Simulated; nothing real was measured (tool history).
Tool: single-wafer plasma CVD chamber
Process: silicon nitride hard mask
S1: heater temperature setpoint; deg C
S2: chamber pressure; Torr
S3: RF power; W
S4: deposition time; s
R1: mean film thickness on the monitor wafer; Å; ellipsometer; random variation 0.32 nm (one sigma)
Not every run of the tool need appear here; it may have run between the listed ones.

run,hour,S1,S2,S3,S4,R1
1,0.0,410,1.38,320,50.9,558.73
2,5.7,410,1.44,325,50.9,577.91
3,9.2,406,1.44,325,50.9,574.91
4,11.3,406,1.50,325,50.9,582.34
5,19.0,406,1.50,325,50.9,582.72
6,20.3,406,1.26,325,50.9,551.78
7,23.7,406,1.54,360,50.9,630.96
8,24.4,406,1.57,360,50.9,640.10
9,32.8,406,1.59,360,50.9,640.12
10,40.1,406,1.61,360,50.9,645.95
11,42.4,406,1.62,360,50.9,643.79
12,48.1,406,1.64,360,50.9,646.55
13,54.9,406,1.64,360,50.9,647.95
14,62.3,406,1.65,360,50.9,638.94
15,63.5,406,1.67,360,50.9,648.79
16,66.8,406,1.68,360,50.9,650.92
17,69.4,406,1.69,360,50.9,651.95
18,73.1,406,1.70,360,50.9,651.00
19,77.7,406,1.70,360,50.9,653.70
20,84.2,406,1.71,360,50.9,653.64
21,92.2,406,1.72,360,50.9,653.12

Predict the results of run 22:
22,97.6,406,1.73,360,50.9,?

Run 22 measured R1 648.46 Å.
